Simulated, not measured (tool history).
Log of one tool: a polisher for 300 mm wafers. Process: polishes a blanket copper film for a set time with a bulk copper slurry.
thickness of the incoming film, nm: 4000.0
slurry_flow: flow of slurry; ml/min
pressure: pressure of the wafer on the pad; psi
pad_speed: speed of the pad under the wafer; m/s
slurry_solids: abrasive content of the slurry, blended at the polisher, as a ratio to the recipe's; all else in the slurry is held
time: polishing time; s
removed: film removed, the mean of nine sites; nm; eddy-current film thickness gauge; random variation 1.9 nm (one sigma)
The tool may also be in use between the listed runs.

run 1 hour=0.0 | slurry_flow=230 pressure=1.9 pad_speed=1.22 slurry_solids=1.0 time=59 | removed=353.90
run 2 hour=6.1 | slurry_flow=230 pressure=1.9 pad_speed=1.38 slurry_solids=1.0 time=59 | removed=386.54
run 3 hour=9.3 | slurry_flow=230 pressure=2.3 pad_speed=1.38 slurry_solids=1.0 time=59 | removed=465.81
run 4 hour=15.3 | slurry_flow=260 pressure=2.3 pad_speed=1.38 slurry_solids=1.0 time=59 | removed=477.43
run 5 hour=21.5 | slurry_flow=255 pressure=1.9 pad_speed=1.34 slurry_solids=1.0 time=59 | removed=391.89
run 6 hour=24.1 | slurry_flow=255 pressure=1.9 pad_speed=1.14 slurry_solids=1.0 time=59 | removed=333.29
run 7 hour=25.8 | slurry_flow=255 pressure=1.9 pad_speed=1.14 slurry_solids=1.0 time=59 | removed=337.93
run 8 hour=27.4 | slurry_flow=245 pressure=1.7 pad_speed=1.14 slurry_solids=1.0 time=59 | removed=305.94
run 9 hour=33.9 | slurry_flow=235 pressure=1.5 pad_speed=1.14 slurry_solids=1.0 time=59 | removed=269.21
run 10 hour=38.1 | slurry_flow=225 pressure=1.4 pad_speed=1.14 slurry_solids=1.0 time=59 | removed=249.22

Forecast run 11:
-- hour=43.3 slurry nozzle cleaned
run 11 hour=43.3 | slurry_flow=210 pressure=1.4 pad_speed=1.14 slurry_solids=1.0 time=59 | removed=?

removed: 256.11 nm
